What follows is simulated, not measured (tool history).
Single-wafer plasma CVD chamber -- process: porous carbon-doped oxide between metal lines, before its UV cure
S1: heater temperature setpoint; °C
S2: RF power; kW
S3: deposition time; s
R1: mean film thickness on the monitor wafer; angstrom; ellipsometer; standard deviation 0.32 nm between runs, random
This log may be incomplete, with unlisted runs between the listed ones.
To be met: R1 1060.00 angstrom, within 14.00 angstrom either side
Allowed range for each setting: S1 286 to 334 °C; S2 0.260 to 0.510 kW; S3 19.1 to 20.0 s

Run 1, hour 0.0: S1 310 °C, S2 0.385 kW, S3 20.0 s. Result: R1 894.44 angstrom.
Run 2, hour 2.1: S1 307 °C, S2 0.390 kW, S3 20.0 s. Result: R1 917.97 angstrom.
Run 3, hour 5.7: S1 307 °C, S2 0.390 kW, S3 20.0 s. Result: R1 916.05 angstrom.
Run 4, hour 11.9: S1 307 °C, S2 0.390 kW, S3 20.0 s. Result: R1 920.51 angstrom.
Run 5, hour 20.0: S1 307 °C, S2 0.390 kW, S3 20.0 s. Result: R1 914.98 angstrom.
Run 6, hour 20.7: S1 313 °C, S2 0.390 kW, S3 20.0 s. Result: R1 888.23 angstrom.
Run 7, hour 25.6: S1 309 °C, S2 0.395 kW, S3 20.0 s. Result: R1 915.00 angstrom.
Run 8, hour 29.4: S1 306 °C, S2 0.400 kW, S3 20.0 s. Result: R1 934.13 angstrom.
Run 9, hour 33.4: S1 303 °C, S2 0.405 kW, S3 20.0 s. Result: R1 964.09 angstrom.
Run 10, hour 39.2: S1 301 °C, S2 0.405 kW, S3 20.0 s. Result: R1 971.96 angstrom.
Run 11, hour 42.8: S1 299 °C, S2 0.405 kW, S3 20.0 s. Result: R1 981.62 angstrom.
Run 12, hour 48.6: S1 297 °C, S2 0.405 kW, S3 20.0 s. Result: R1 997.89 angstrom.
Run 13, hour 53.7: S1 296 °C, S2 0.405 kW, S3 20.0 s. Result: R1 1003.60 angstrom.

Next run, 4 choices. One meets every target within its allowed miss, the rest don't. Which?
Run A, hour 58.8: S1 286 °C, S2 0.420 kW, S3 20.0 s. Result: R1 ?.
Run B, hour 58.8: S1 295 °C, S2 0.420 kW, S3 20.0 s. Result: R1 ?.
Run C, hour 58.8: S1 293 °C, S2 0.415 kW, S3 20.0 s. Result: R1 ?.
Run D, hour 58.8: S1 291 °C, S2 0.440 kW, S3 19.5 s. Result: R1 ?.

move       R1
   A  1090.10
   B  1033.30
   C  1036.80
   D  1065.90
A: moves the result that the last run missed by most past its target, out the other side
B: closes in on the targets versus the last run, not all within tolerance yet
C: closes in on the targets versus the last run, not all within tolerance yet
D: all results in spec
Correct choice: D, which meets every target
